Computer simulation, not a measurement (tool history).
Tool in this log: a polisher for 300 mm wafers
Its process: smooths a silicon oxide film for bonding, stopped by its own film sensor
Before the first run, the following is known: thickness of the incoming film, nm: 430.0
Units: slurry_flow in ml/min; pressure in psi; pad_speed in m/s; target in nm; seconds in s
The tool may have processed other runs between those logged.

| run | hour | slurry_flow | pressure | pad_speed | slurry_solids | target | seconds |
|---|---|---|---|---|---|---|---|
| 1 | 0 | 170 | 2.7 | 1.02 | 1 | 392 | 47.486 |
| 2 | 0.7 | 170 | 2.9 | 1.04 | 1 | 392 | 44.972 |
| 3 | 9.1 | 150 | 2.9 | 1.04 | 1 | 392 | 45.956 |
| 4 | 11.1 | 180 | 2.9 | 1.04 | 1 | 392 | 44.452 |
| 5 | 17.3 | 180 | 3.1 | 1.06 | 1 | 392 | 40.693 |
| 6 | 20.6 | 155 | 3.1 | 1.06 | 1 | 392 | 43.47 |
| 7 | 28 | 165 | 3.3 | 1.08 | 1 | 392 | 38.671 |
| 8 | 34.7 | 170 | 3.4 | 1.08 | 1 | 392 | 37.342 |
| 9 | 41.7 | 175 | 3.5 | 1.08 | 1 | 392 | 36.072 |

The next listed run, before its measurement:
| 10 | 47.3 | 175 | 3.5 | 1.08 | 1 | 392 | ? |

{"run 10": {"seconds": 35.998}}
